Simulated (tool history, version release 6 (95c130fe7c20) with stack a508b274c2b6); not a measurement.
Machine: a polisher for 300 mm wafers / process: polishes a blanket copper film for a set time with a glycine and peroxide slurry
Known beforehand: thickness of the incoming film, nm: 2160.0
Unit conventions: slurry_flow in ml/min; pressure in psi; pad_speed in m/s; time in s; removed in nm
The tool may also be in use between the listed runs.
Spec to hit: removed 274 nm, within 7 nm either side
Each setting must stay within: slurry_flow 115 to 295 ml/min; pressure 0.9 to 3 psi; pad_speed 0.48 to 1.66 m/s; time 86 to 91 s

run    day  slurry_flow  pressure  pad_speed  time  removed
  1      0          190       1.9       1.06    86   398.22
  2  0.179          185       1.6       1.06    86   351.21
  3  0.467          185       1.6        0.8    86   283.58
  4  0.662          185       1.6       0.66    86   248.88
  5  1.017          195       1.7       0.66    86   264.64
  6  1.212          195       1.7       0.48    86    217.9
  7  1.267          200       1.9       0.48    86   233.45
  8  1.579          205         2       0.48    86   243.28
  9  1.929          210       2.1       0.48    86   252.42
 10  1.996          210       2.2       0.48    86    256.7

4 next moves are on the table. One of them brings every result within its allowed miss. Which?
  A  2.062          175       1.9       0.52    86        ?
  B  2.062          225       2.1       0.54    91        ?
  C  2.062          210       2.1       0.48    86        ?
  D  2.062          160       2.4       0.48    91        ?

move  removed
   A   237.99
   B   285.38
   C   247.76
   D   273.58
A: misses by more than the last run did
B: the result that was furthest off in the last run now lies on the other side of its target
C: misses by more than the last run did
D: hits every target within its allowed miss
D is the move that brings every result within its allowed miss.

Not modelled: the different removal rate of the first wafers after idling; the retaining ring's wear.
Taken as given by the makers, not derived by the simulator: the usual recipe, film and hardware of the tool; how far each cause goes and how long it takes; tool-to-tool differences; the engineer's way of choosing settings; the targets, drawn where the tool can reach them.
